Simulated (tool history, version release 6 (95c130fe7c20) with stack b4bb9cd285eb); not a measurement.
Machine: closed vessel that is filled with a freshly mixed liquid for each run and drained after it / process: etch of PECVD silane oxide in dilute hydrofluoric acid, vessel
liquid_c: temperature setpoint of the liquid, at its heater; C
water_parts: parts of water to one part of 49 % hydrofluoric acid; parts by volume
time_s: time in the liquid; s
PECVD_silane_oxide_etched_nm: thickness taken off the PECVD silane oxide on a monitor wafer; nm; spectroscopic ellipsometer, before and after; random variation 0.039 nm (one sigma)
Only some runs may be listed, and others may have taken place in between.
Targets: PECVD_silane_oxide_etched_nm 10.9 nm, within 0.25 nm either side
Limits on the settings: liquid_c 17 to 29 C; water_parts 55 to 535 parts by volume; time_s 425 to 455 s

{"run": 1, "hour": 0.0, "liquid_c": 21, "water_parts": 295, "time_s": 425, "PECVD_silane_oxide_etched_nm": 20.464}
{"run": 2, "hour": 5.8, "liquid_c": 20.5, "water_parts": 315, "time_s": 425, "PECVD_silane_oxide_etched_nm": 18.54}
{"run": 3, "hour": 6.9, "liquid_c": 20.5, "water_parts": 370, "time_s": 425, "PECVD_silane_oxide_etched_nm": 15.064}
{"run": 4, "hour": 8.0, "liquid_c": 20.5, "water_parts": 370, "time_s": 425, "PECVD_silane_oxide_etched_nm": 14.992}
{"run": 5, "hour": 10.5, "liquid_c": 20, "water_parts": 380, "time_s": 425, "PECVD_silane_oxide_etched_nm": 14.156}
{"run": 6, "hour": 13.6, "liquid_c": 17.5, "water_parts": 380, "time_s": 425, "PECVD_silane_oxide_etched_nm": 12.984}
{"run": 7, "hour": 21.6, "liquid_c": 17.5, "water_parts": 385, "time_s": 425, "PECVD_silane_oxide_etched_nm": 12.84}
{"run": 8, "hour": 24.1, "liquid_c": 17.5, "water_parts": 390, "time_s": 425, "PECVD_silane_oxide_etched_nm": 12.628}
{"run": 9, "hour": 31.7, "liquid_c": 17.5, "water_parts": 395, "time_s": 425, "PECVD_silane_oxide_etched_nm": 12.439}
{"run": 10, "hour": 32.6, "liquid_c": 17.5, "water_parts": 400, "time_s": 425, "PECVD_silane_oxide_etched_nm": 12.179}
{"run": 11, "hour": 40.4, "liquid_c": 17.5, "water_parts": 405, "time_s": 425, "PECVD_silane_oxide_etched_nm": 11.992}
{"run": 12, "hour": 49.1, "liquid_c": 17.5, "water_parts": 410, "time_s": 425, "PECVD_silane_oxide_etched_nm": 11.739}
{"run": 13, "hour": 50.4, "liquid_c": 17.5, "water_parts": 415, "time_s": 425, "PECVD_silane_oxide_etched_nm": 11.687}
{"run": 14, "hour": 58.3, "liquid_c": 17.5, "water_parts": 415, "time_s": 425, "PECVD_silane_oxide_etched_nm": 11.622}

Below are 4 possible settings for the next run. Only one of them brings all results inside the allowed miss of their targets. Which is it?
{"run": "A", "hour": 66.2, "liquid_c": 17, "water_parts": 455, "time_s": 440, "PECVD_silane_oxide_etched_nm": "?"}
{"run": "B", "hour": 66.2, "liquid_c": 17, "water_parts": 460, "time_s": 440, "PECVD_silane_oxide_etched_nm": "?"}
{"run": "C", "hour": 66.2, "liquid_c": 18.5, "water_parts": 450, "time_s": 430, "PECVD_silane_oxide_etched_nm": "?"}
{"run": "D", "hour": 66.2, "liquid_c": 17, "water_parts": 450, "time_s": 425, "PECVD_silane_oxide_etched_nm": "?"}

move=A PECVD_silane_oxide_etched_nm=10.504
move=B PECVD_silane_oxide_etched_nm=10.353
move=C PECVD_silane_oxide_etched_nm=10.985
move=D PECVD_silane_oxide_etched_nm=10.295
A: the result that was furthest off in the last run now lies on the other side of its target
B: the result that was furthest off in the last run now lies on the other side of its target
C: each result inside its tolerance
D: the result that was furthest off in the last run now lies on the other side of its target
The move that meets every target is C.

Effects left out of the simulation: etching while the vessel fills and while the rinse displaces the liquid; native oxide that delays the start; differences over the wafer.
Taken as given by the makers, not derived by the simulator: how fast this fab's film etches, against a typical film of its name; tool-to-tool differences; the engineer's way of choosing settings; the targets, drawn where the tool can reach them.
